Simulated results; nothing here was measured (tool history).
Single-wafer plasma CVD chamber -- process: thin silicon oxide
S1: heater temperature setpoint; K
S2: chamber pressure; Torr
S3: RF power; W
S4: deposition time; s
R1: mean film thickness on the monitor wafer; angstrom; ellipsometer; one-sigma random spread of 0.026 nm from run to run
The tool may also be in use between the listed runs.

Run 1, day 0: S1 678.15 K, S2 0.544 Torr, S3 305 W, S4 12.3 s. Result: R1 134.09 angstrom.
Run 2, day 0.346: S1 678.15 K, S2 0.513 Torr, S3 305 W, S4 12.3 s. Result: R1 126.05 angstrom.
Run 3, day 0.458: S1 678.15 K, S2 0.46 Torr, S3 305 W, S4 12.3 s. Result: R1 113.55 angstrom.
Run 4, day 0.629: S1 678.15 K, S2 0.46 Torr, S3 270 W, S4 12.3 s. Result: R1 108.52 angstrom.
Run 5, day 0.767: S1 669.15 K, S2 0.46 Torr, S3 270 W, S4 12.3 s. Result: R1 109.38 angstrom.
Run 6, day 0.904: S1 669.15 K, S2 0.446 Torr, S3 270 W, S4 12.3 s. Result: R1 105.7 angstrom.
Run 7, day 0.988: S1 669.15 K, S2 0.435 Torr, S3 270 W, S4 12.3 s. Result: R1 103.08 angstrom.

What will run 8 give?
Run 8, day 1.15: S1 669.15 K, S2 0.426 Torr, S3 270 W, S4 12.3 s. Result: R1 ?.

{"run 8": {"R1": 101.32}}
